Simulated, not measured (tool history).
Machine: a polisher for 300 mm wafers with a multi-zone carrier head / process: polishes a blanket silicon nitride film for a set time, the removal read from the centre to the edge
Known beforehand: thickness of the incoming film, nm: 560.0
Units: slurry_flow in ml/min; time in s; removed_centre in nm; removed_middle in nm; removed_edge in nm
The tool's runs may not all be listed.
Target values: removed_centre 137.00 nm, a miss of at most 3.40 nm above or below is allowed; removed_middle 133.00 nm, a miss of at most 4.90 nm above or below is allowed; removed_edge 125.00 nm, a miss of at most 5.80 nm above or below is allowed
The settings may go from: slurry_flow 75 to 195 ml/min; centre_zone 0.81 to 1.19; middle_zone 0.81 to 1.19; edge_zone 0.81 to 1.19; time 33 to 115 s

| run | hour | slurry_flow | centre_zone | middle_zone | edge_zone | time | removed_centre | removed_middle | removed_edge |
|---|---|---|---|---|---|---|---|---|---|
| 1 | 0.0 | 125 | 1.00 | 1.00 | 1.00 | 73 | 118.75 | 111.77 | 108.30 |
| 2 | 0.7 | 125 | 1.00 | 1.00 | 0.92 | 73 | 118.71 | 115.37 | 108.30 |
| 3 | 8.2 | 140 | 0.99 | 1.00 | 0.93 | 75 | 125.11 | 119.45 | 113.33 |
| 4 | 16.0 | 150 | 0.98 | 1.01 | 0.93 | 76 | 128.91 | 124.06 | 115.67 |
| 5 | 22.9 | 150 | 0.98 | 1.05 | 0.93 | 76 | 126.15 | 128.16 | 115.77 |
| 6 | 25.3 | 120 | 0.98 | 1.05 | 0.93 | 76 | 120.09 | 119.85 | 112.76 |
| 7 | 30.9 | 130 | 0.98 | 1.04 | 0.95 | 77 | 124.16 | 121.90 | 118.34 |
| 8 | 32.8 | 140 | 0.98 | 1.04 | 0.96 | 77 | 127.37 | 126.12 | 118.10 |
| 9 | 38.3 | 145 | 0.98 | 1.04 | 0.97 | 78 | 130.88 | 129.44 | 119.78 |
| 10 | 46.9 | 145 | 0.98 | 1.03 | 0.98 | 79 | 130.55 | 131.42 | 123.10 |
| 11 | 52.5 | 150 | 0.99 | 1.02 | 0.98 | 79 | 132.64 | 128.86 | 121.84 |

Pick the move, out of 5, that brings all results within their allowed miss; only one does.
| A | 58.1 | 160 | 0.99 | 1.05 | 0.92 | 75 | ? | ? | ? |
| B | 58.1 | 195 | 0.99 | 1.02 | 0.99 | 77 | ? | ? | ? |
| C | 58.1 | 170 | 1.11 | 1.13 | 0.89 | 73 | ? | ? | ? |
| D | 58.1 | 185 | 0.94 | 1.09 | 0.92 | 75 | ? | ? | ? |
| E | 58.1 | 165 | 1.10 | 1.16 | 0.91 | 73 | ? | ? | ? |

| move | removed_centre | removed_middle | removed_edge |
|---|---|---|---|
| A | 127.61 | 127.66 | 111.89 |
| B | 135.94 | 132.67 | 121.88 |
| C | 137.86 | 132.39 | 108.01 |
| D | 126.01 | 134.47 | 113.89 |
| E | 136.07 | 134.26 | 108.66 |
A: lands further from the targets than the last run did
B: in spec on every target
C: the worst result of the last run now meets its target, but another is out of spec
D: lands further from the targets than the last run did
E: the worst result of the last run now meets its target, but another is out of spec
Correct choice: B, which meets every target
